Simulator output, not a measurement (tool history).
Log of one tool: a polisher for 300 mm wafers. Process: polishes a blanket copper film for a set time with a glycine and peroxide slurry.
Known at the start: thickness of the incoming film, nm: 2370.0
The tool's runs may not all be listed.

run  hour  flow of slurry (ml/min)  pressure of the wafer on the pad (psi)  speed of the pad under the wafer (m/s)  polishing time (s)  film removed (Å)
  1   0.0                      235                                     1.8                                    0.82                  21            612.81
  2   2.5                      235                                     1.7                                    0.82                  21            596.43
  3   8.1                      235                                     1.6                                    0.82                  21            572.92
  4   9.1                      235                                     1.5                                    0.82                  21            541.88
  5  13.0                      235                                     1.8                                    0.82                  21            624.40
  6  18.0                      235                                     1.8                                    0.82                  19            558.47
  7  19.2                      235                                     1.7                                    0.82                  19            534.29
  8  23.7                      225                                     1.5                                    0.82                  19            486.24
  9  28.0                      225                                     1.5                                    0.82                  19            483.77
 10  35.1                      220                                     1.5                                    0.82                  19            489.64

Forecast run 11:
 11  38.1                      215                                     1.5                                    0.82                  19                 ?

{"run 11": {"film removed (Å)": 486.52}}

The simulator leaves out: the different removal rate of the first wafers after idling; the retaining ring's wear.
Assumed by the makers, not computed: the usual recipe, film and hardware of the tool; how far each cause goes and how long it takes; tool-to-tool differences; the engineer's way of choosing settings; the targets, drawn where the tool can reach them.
